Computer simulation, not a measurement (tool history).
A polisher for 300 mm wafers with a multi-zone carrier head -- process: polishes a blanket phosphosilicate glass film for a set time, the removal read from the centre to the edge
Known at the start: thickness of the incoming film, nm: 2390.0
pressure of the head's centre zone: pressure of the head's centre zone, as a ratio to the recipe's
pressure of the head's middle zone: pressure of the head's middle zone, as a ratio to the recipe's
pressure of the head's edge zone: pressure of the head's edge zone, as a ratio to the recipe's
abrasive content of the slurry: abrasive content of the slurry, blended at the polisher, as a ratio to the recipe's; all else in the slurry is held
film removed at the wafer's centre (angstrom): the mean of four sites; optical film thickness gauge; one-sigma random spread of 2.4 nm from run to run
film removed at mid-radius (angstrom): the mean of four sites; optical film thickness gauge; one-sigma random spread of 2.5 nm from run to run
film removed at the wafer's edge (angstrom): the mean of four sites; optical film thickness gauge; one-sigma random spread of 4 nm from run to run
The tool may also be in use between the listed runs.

| run | hour | flow of slurry (ml/min) | pressure of the head's centre zone | pressure of the head's middle zone | pressure of the head's edge zone | abrasive content of the slurry | polishing time (s) | film removed at the wafer's centre (angstrom) | film removed at mid-radius (angstrom) | film removed at the wafer's edge (angstrom) |
|---|---|---|---|---|---|---|---|---|---|---|
| 1 | 0.0 | 160 | 1.00 | 1.00 | 1.00 | 1.0 | 82 | 5822.9 | 5711.5 | 5480.0 |
| 2 | 7.7 | 160 | 1.00 | 1.00 | 1.00 | 0.9 | 82 | 5549.1 | 5470.6 | 5209.6 |
| 3 | 16.4 | 160 | 1.00 | 0.97 | 1.00 | 0.9 | 82 | 5541.6 | 5381.7 | 5164.8 |
| 4 | 22.9 | 150 | 1.01 | 0.93 | 1.02 | 0.8 | 80 | 5038.7 | 4653.3 | 4776.7 |
| 5 | 24.9 | 150 | 1.01 | 0.93 | 1.02 | 0.8 | 71 | 4471.6 | 4133.5 | 4256.0 |
| 6 | 26.3 | 140 | 1.01 | 0.90 | 0.99 | 0.8 | 71 | 4410.3 | 3942.1 | 4137.9 |
| 7 | 28.5 | 130 | 1.00 | 0.89 | 0.96 | 0.8 | 71 | 4286.9 | 3840.7 | 3953.8 |
| 8 | 37.1 | 125 | 0.99 | 0.88 | 0.95 | 0.8 | 71 | 4191.8 | 3825.4 | 3965.0 |
| 9 | 41.8 | 120 | 0.99 | 0.87 | 0.93 | 0.8 | 71 | 4163.1 | 3712.7 | 3838.7 |
| 10 | 46.0 | 115 | 0.99 | 0.86 | 0.92 | 0.8 | 71 | 4108.4 | 3658.4 | 3838.2 |
| 11 | 54.8 | 110 | 0.99 | 0.85 | 0.91 | 0.8 | 71 | 4095.3 | 3585.6 | 3797.0 |
|  | 57.9 | edge zone pressure recalibrated |
| 12 | 57.9 | 105 | 0.99 | 0.85 | 0.90 | 0.8 | 71 | 4018.3 | 3515.9 | 3851.8 |
| 13 | 61.9 | 110 | 0.99 | 0.84 | 0.88 | 0.8 | 71 | 4080.5 | 3519.2 | 3849.5 |
| 14 | 67.1 | 105 | 1.00 | 0.85 | 0.88 | 0.8 | 71 | 4063.2 | 3533.0 | 3847.0 |
| 15 | 75.6 | 115 | 0.99 | 0.84 | 0.88 | 0.8 | 71 | 4160.2 | 3625.0 | 3853.7 |

Expected results for the next run?
| 16 | 82.7 | 110 | 0.99 | 0.84 | 0.87 | 0.8 | 71 | ? | ? | ? |

{"run 16": {"film removed at the wafer's centre (angstrom)": 4046.4, "film removed at mid-radius (angstrom)": 3588.6, "film removed at the wafer's edge (angstrom)": 3850.0}}

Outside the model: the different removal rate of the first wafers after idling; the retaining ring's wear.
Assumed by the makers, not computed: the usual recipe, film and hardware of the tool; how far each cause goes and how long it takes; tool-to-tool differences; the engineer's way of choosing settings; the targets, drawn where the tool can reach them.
